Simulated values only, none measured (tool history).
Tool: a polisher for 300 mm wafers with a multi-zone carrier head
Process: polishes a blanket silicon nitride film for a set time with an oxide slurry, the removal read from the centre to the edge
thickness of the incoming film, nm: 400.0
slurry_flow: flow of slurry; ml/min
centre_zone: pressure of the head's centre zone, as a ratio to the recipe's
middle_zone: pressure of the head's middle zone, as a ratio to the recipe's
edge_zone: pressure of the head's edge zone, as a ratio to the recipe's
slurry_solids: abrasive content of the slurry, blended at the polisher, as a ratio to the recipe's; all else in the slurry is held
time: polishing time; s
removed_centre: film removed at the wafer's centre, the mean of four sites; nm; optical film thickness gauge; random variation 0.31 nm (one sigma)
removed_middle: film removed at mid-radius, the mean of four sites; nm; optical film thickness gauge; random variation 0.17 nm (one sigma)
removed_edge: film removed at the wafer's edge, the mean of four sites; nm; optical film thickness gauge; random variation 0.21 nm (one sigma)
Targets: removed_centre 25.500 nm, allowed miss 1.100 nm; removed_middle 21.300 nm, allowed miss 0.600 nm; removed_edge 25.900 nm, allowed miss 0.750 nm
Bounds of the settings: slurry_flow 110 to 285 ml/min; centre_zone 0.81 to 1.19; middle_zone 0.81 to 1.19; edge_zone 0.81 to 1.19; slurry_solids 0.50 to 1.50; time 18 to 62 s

{"run": 1, "hour": 0.0, "slurry_flow": 180, "centre_zone": 1.0, "middle_zone": 1.0, "edge_zone": 1.0, "slurry_solids": 1.0, "time": 40, "removed_centre": 23.329, "removed_middle": 25.087, "removed_edge": 25.751}
{"run": 2, "hour": 5.8, "slurry_flow": 175, "centre_zone": 1.02, "middle_zone": 0.97, "edge_zone": 1.01, "slurry_solids": 1.0, "time": 40, "removed_centre": 23.715, "removed_middle": 24.33, "removed_edge": 25.611}
{"run": 3, "hour": 14.0, "slurry_flow": 170, "centre_zone": 1.04, "middle_zone": 0.94, "edge_zone": 1.02, "slurry_solids": 1.0, "time": 40, "removed_centre": 23.907, "removed_middle": 23.209, "removed_edge": 25.595}
{"run": 4, "hour": 15.6, "slurry_flow": 165, "centre_zone": 1.05, "middle_zone": 0.93, "edge_zone": 1.03, "slurry_solids": 1.0, "time": 40, "removed_centre": 24.268, "removed_middle": 23.573, "removed_edge": 26.036}
{"run": 5, "hour": 16.4, "slurry_flow": 165, "centre_zone": 1.05, "middle_zone": 0.93, "edge_zone": 1.11, "slurry_solids": 1.0, "time": 40, "removed_centre": 24.284, "removed_middle": 23.697, "removed_edge": 26.243}
{"run": 6, "hour": 23.2, "slurry_flow": 165, "centre_zone": 1.13, "middle_zone": 0.93, "edge_zone": 1.11, "slurry_solids": 1.0, "time": 40, "removed_centre": 26.042, "removed_middle": 23.092, "removed_edge": 26.561}
{"run": 7, "hour": 24.4, "slurry_flow": 160, "centre_zone": 1.13, "middle_zone": 0.92, "edge_zone": 1.11, "slurry_solids": 1.0, "time": 40, "removed_centre": 25.64, "removed_middle": 22.764, "removed_edge": 26.326}
{"run": 8, "hour": 32.2, "slurry_flow": 155, "centre_zone": 1.14, "middle_zone": 0.91, "edge_zone": 1.11, "slurry_solids": 1.0, "time": 40, "removed_centre": 25.995, "removed_middle": 22.792, "removed_edge": 26.229}
{"hour": 40.9, "done": "centre zone pressure recalibrated"}
{"run": 9, "hour": 40.9, "slurry_flow": 150, "centre_zone": 1.14, "middle_zone": 0.89, "edge_zone": 1.11, "slurry_solids": 1.0, "time": 40, "removed_centre": 27.742, "removed_middle": 22.808, "removed_edge": 25.669}
{"run": 10, "hour": 47.8, "slurry_flow": 160, "centre_zone": 1.15, "middle_zone": 0.89, "edge_zone": 1.12, "slurry_solids": 0.95, "time": 40, "removed_centre": 27.939, "removed_middle": 22.038, "removed_edge": 25.888}
{"run": 11, "hour": 53.4, "slurry_flow": 165, "centre_zone": 1.13, "middle_zone": 0.89, "edge_zone": 1.13, "slurry_solids": 0.95, "time": 40, "removed_centre": 27.919, "removed_middle": 22.386, "removed_edge": 26.642}

4 next moves are on the table. One of them brings every result within its allowed miss. Which?
{"run": "A", "hour": 59.0, "slurry_flow": 110, "centre_zone": 1.1, "middle_zone": 0.87, "edge_zone": 1.13, "slurry_solids": 0.7, "time": 47, "removed_centre": "?", "removed_middle": "?", "removed_edge": "?"}
{"run": "B", "hour": 59.0, "slurry_flow": 155, "centre_zone": 1.09, "middle_zone": 0.97, "edge_zone": 1.16, "slurry_solids": 0.9, "time": 40, "removed_centre": "?", "removed_middle": "?", "removed_edge": "?"}
{"run": "C", "hour": 59.0, "slurry_flow": 210, "centre_zone": 1.06, "middle_zone": 0.81, "edge_zone": 1.19, "slurry_solids": 1.05, "time": 36, "removed_centre": "?", "removed_middle": "?", "removed_edge": "?"}
{"run": "D", "hour": 59.0, "slurry_flow": 110, "centre_zone": 1.19, "middle_zone": 0.83, "edge_zone": 0.9, "slurry_solids": 1.0, "time": 42, "removed_centre": "?", "removed_middle": "?", "removed_edge": "?"}

move=A removed_centre=25.477 removed_middle=21.344 removed_edge=25.736
move=B removed_centre=25.533 removed_middle=22.885 removed_edge=25.578
move=C removed_centre=24.874 removed_middle=20.450 removed_edge=25.519
move=D removed_centre=28.444 removed_middle=21.402 removed_edge=24.465
A: meets every target
B: brings the result that was furthest off to its target, and leaves another outside
C: brings the result that was furthest off to its target, and leaves another outside
D: further off than the last run
Answer: A

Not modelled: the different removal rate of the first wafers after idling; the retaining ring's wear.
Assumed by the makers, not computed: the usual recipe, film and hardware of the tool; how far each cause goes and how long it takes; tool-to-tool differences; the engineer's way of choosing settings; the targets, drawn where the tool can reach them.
